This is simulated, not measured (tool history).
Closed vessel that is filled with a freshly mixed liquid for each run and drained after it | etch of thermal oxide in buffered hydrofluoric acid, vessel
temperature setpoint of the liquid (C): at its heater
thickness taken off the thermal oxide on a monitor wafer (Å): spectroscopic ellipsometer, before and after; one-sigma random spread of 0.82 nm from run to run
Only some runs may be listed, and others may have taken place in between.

| run | hour | temperature setpoint of the liquid (C) | parts of 40 % ammonium fluoride to one part of 49 % hydrofluoric acid (parts by volume) | time in the liquid (s) | thickness taken off the thermal oxide on a monitor wafer (Å) |
|---|---|---|---|---|---|
| 1 | 0 | 25 | 7.5 | 105 | 1409.5 |
| 2 | 2.2 | 21.5 | 7.5 | 105 | 1176.2 |
| 3 | 10.6 | 21 | 7.5 | 105 | 1134.5 |
| 4 | 15.4 | 24.5 | 7.5 | 105 | 1374.3 |
| 5 | 23.9 | 23 | 7.5 | 105 | 1256.5 |
| 6 | 33.1 | 22 | 7.5 | 105 | 1210.2 |

Expected results for the next run?
| 7 | 36.2 | 22 | 7.5 | 105 | ? |

{"run 7": {"thickness taken off the thermal oxide on a monitor wafer (Å)": 1191.3}}
